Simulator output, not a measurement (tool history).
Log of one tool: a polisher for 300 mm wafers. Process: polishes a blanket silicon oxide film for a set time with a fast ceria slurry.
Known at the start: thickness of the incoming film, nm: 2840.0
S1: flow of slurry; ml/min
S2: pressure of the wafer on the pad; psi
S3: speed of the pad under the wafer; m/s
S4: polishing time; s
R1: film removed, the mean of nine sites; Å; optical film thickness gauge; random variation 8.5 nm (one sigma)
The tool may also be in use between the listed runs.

{"run": 1, "hour": 0.0, "S1": 150, "S2": 2.5, "S3": 1.16, "S4": 74, "R1": 13849}
{"run": 2, "hour": 6.4, "S1": 120, "S2": 2.5, "S3": 1.16, "S4": 74, "R1": 13430}
{"run": 3, "hour": 11.0, "S1": 120, "S2": 2.5, "S3": 1.16, "S4": 74, "R1": 13491}
{"run": 4, "hour": 16.4, "S1": 120, "S2": 2.3, "S3": 1.16, "S4": 74, "R1": 12821}
{"run": 5, "hour": 24.5, "S1": 95, "S2": 2.3, "S3": 1.16, "S4": 74, "R1": 12268}
{"run": 6, "hour": 25.5, "S1": 95, "S2": 2.1, "S3": 1.16, "S4": 74, "R1": 11617}
{"run": 7, "hour": 32.7, "S1": 95, "S2": 2.0, "S3": 1.16, "S4": 74, "R1": 11044}

The next listed run, before its measurement:
{"run": 8, "hour": 34.4, "S1": 95, "S2": 1.9, "S3": 1.16, "S4": 74, "R1": "?"}

Run 8 gave R1 10690 Å.

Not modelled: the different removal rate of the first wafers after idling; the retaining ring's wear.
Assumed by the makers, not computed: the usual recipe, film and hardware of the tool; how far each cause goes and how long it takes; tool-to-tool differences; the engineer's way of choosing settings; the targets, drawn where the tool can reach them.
